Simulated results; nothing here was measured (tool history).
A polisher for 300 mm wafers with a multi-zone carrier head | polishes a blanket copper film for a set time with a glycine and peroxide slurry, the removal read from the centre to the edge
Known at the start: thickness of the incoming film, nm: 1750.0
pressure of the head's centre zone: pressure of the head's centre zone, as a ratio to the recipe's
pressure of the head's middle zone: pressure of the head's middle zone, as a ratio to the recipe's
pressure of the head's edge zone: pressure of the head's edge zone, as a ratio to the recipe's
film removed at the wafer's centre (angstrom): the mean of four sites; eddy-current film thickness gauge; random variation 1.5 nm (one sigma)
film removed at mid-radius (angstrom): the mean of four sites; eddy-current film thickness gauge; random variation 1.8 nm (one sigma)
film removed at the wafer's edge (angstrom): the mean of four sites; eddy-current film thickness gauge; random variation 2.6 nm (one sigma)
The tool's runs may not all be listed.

run	hour	flow of slurry (ml/min)	pressure of the head's centre zone	pressure of the head's middle zone	pressure of the head's edge zone	polishing time (s)	film removed at the wafer's centre (angstrom)	film removed at mid-radius (angstrom)	film removed at the wafer's edge (angstrom)
1	0.0	225	1.00	1.00	1.00	78	2794.6	3030.8	2994.6
2	8.8	225	1.00	1.04	1.00	78	2762.5	3086.4	2981.7
3	14.4	220	1.00	1.01	0.97	74	2643.7	2838.8	2774.0
4	20.2	220	1.03	1.01	0.97	74	2735.9	2851.3	2793.6
# hour 23.2: centre zone pressure recalibrated
5	23.2	220	1.03	1.01	0.94	74	2879.5	2816.6	2734.2
6	27.3	220	1.11	1.01	0.94	74	3161.7	2846.5	2733.2

The next listed run, before its measurement:
7	28.7	215	1.07	1.00	0.92	71	?	?	?

film removed at the wafer's centre (angstrom): 2885.7
film removed at mid-radius (angstrom): 2724.4
film removed at the wafer's edge (angstrom): 2573.7
